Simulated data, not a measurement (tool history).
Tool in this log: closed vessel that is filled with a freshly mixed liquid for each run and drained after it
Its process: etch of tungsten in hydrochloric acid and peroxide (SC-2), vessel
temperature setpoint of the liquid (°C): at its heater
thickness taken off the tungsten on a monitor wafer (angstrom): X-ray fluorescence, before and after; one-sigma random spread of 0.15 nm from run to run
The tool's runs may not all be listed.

run	hour	temperature setpoint of the liquid (°C)	parts of water to one part each of 37 % hydrochloric acid and 30 % peroxide (parts by volume)	time in the liquid (s)	thickness taken off the tungsten on a monitor wafer (angstrom)
1	0.0	62.0	7.0	30	180.62
2	7.6	68.5	7.0	30	265.84
3	12.0	66.5	7.0	30	235.37
4	20.9	66.5	7.0	30	238.26
5	28.3	66.5	7.0	30	236.30
# hour 30.9: thermometer replaced
6	30.9	65.0	7.0	30	238.73
7	39.7	63.0	7.0	30	207.53
8	40.8	62.0	7.0	30	200.42
9	47.9	61.0	7.0	30	184.83

What will run 10 give?
10	56.2	60.5	7.0	30	?

thickness taken off the tungsten on a monitor wafer (angstrom): 182.11
